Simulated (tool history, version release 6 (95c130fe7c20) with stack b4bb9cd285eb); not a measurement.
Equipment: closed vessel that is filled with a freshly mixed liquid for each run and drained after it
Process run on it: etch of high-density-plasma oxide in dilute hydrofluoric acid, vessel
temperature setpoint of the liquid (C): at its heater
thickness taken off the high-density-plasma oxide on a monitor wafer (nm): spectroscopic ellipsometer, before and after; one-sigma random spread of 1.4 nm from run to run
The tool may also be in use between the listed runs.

run,hour,temperature setpoint of the liquid (C),parts of water to one part of 49 % hydrofluoric acid (parts by volume),time in the liquid (s),thickness taken off the high-density-plasma oxide on a monitor wafer (nm)
1,0,25,90,1315,78.826
2,9.5,27,70,1345,116.48
3,17.8,28.5,55,1345,159.07
4,25.8,32,55,1345,182.07
5,29.4,32,75,1345,130.29
6,30.5,32,60,1345,166.5

Estimate the outcome of run 7 from the log above:
7,31.7,32,60,1345,?

Run 7 measured thickness taken off the high-density-plasma oxide on a monitor wafer (nm) 165.21.
